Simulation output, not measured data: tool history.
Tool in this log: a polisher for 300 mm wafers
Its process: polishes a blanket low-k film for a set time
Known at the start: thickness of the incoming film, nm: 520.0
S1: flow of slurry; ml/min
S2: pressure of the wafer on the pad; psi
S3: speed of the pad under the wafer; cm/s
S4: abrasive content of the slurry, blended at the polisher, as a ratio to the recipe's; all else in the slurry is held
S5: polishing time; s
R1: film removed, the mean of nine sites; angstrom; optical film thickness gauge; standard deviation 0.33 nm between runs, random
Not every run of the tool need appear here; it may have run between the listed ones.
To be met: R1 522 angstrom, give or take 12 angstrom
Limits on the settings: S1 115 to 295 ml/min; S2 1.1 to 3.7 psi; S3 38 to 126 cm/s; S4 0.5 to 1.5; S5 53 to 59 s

run 1 hour=0 | S1=190 S2=2.4 S3=82 S4=1 S5=59 | R1=275.97
run 2 hour=7.8 | S1=200 S2=2.7 S3=84 S4=1 S5=59 | R1=314.44
run 3 hour=11.1 | S1=200 S2=2.1 S3=84 S4=1 S5=59 | R1=248.61
run 4 hour=18.2 | S1=200 S2=2.5 S3=86 S4=1 S5=59 | R1=299.39
run 5 hour=19 | S1=205 S2=2.8 S3=88 S4=1 S5=59 | R1=340.92
run 6 hour=25.7 | S1=205 S2=3 S3=90 S4=1 S5=59 | R1=366.35
run 7 hour=28.3 | S1=205 S2=3 S3=90 S4=1 S5=59 | R1=367.93
run 8 hour=30.9 | S1=210 S2=3.2 S3=92 S4=1 S5=59 | R1=399.8
run 9 hour=37.1 | S1=210 S2=3.3 S3=94 S4=1 S5=59 | R1=417.89
run 10 hour=45.6 | S1=215 S2=3.4 S3=96 S4=1 S5=59 | R1=436.39
run 11 hour=49.2 | S1=215 S2=3.5 S3=98 S4=1 S5=59 | R1=457.64
run 12 hour=56.9 | S1=215 S2=3.5 S3=100 S4=1 S5=59 | R1=465.93
run 13 hour=57.6 | S1=215 S2=3.5 S3=102 S4=1 S5=59 | R1=474.51
run 14 hour=60.3 | S1=250 S2=3.7 S3=102 S4=1 S5=59 | R1=505.59

4 next moves are on the table. One of them brings every result within its allowed miss. Which?
run A hour=63 | S1=225 S2=3.6 S3=112 S4=1.1 S5=56 | R1=?
run B hour=63 | S1=215 S2=3 S3=116 S4=1.2 S5=59 | R1=?
run C hour=63 | S1=255 S2=3.7 S3=102 S4=1.05 S5=56 | R1=?
run D hour=63 | S1=205 S2=3.7 S3=108 S4=1 S5=56 | R1=?

move=A R1=516.36
move=B R1=485.18
move=C R1=491.49
move=D R1=485.27
A: every result within its allowed miss
B: moves away from the targets compared with the last run
C: moves away from the targets compared with the last run
D: moves away from the targets compared with the last run
Go with A: it meets all targets.

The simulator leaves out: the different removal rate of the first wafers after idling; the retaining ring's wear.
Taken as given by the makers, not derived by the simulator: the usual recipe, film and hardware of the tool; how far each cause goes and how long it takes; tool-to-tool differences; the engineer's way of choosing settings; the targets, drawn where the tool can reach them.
